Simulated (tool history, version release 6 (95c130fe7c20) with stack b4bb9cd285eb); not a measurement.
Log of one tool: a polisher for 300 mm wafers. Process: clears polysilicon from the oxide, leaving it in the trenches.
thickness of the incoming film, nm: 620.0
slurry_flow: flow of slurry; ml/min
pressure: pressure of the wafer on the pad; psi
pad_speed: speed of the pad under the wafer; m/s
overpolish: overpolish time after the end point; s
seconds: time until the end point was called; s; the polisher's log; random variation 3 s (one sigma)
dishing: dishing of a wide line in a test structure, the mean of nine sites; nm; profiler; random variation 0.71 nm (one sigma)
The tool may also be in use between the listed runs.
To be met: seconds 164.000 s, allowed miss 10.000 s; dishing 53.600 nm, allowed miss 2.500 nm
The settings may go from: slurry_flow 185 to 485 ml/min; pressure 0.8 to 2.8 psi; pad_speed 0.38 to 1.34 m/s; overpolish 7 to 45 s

run	day	slurry_flow	pressure	pad_speed	overpolish	seconds	dishing
1	0.000	310	1.8	0.86	23	70.993	69.527
2	0.179	310	1.5	0.86	23	85.578	67.063
3	0.342	310	1.5	0.94	23	80.351	68.142
4	0.546	310	1.2	0.94	23	98.166	64.454
5	0.679	310	1.2	0.92	22	96.972	63.881
6	0.754	310	1.2	1.02	22	93.362	65.035
7	0.838	310	1.2	1.02	22	92.966	63.395
8	1.150	300	0.8	0.78	15	171.370	40.839
# day 1.262: head pressure recalibrated
9	1.262	300	0.8	0.78	15	180.290	38.813
10	1.629	300	0.8	0.78	16	179.750	40.532
11	1.858	300	0.8	0.78	17	177.890	41.875
12	2.192	300	0.8	0.78	18	180.000	42.573
13	2.483	300	0.8	0.78	19	187.930	45.991
14	2.825	300	1.1	0.80	28	135.700	62.912

4 next moves are on the table. One of them brings every result within its allowed miss. Which?
A	3.167	275	1.1	0.74	18	?	?
B	3.167	425	0.8	0.82	40	?	?
C	3.167	305	1.1	0.74	21	?	?
D	3.167	210	0.9	0.80	25	?	?

move	seconds	dishing
A	141.740	49.284
B	172.800	62.811
C	140.330	53.421
D	168.200	53.253
A: takes the result that was furthest off past its target
B: as far off as the last run
C: brings the result that was furthest off to its target, and leaves another outside
D: meets every target
The right move is D.
